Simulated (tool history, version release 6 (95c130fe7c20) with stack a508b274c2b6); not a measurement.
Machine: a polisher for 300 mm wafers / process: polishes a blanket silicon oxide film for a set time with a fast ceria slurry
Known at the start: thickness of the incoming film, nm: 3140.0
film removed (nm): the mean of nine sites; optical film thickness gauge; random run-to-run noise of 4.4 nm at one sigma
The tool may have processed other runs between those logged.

run,hour,flow of slurry (ml/min),pressure of the wafer on the pad (psi),speed of the pad under the wafer (cm/s),polishing time (s),film removed (nm)
1,0.0,265,2.1,118,41,671.60
2,7.4,265,1.7,118,41,572.90
3,8.5,320,1.7,118,41,575.46
4,14.2,320,1.5,114,41,502.71
5,14.9,290,1.5,114,41,498.95
6,21.8,290,1.4,114,41,471.39
7,26.3,290,1.3,114,41,439.91
8,29.4,285,1.2,114,41,414.09
9,29.9,280,1.2,114,41,411.19

Run 10 is up next; what results do you expect?
10,32.2,275,1.2,114,41,?

film removed (nm): 405.20
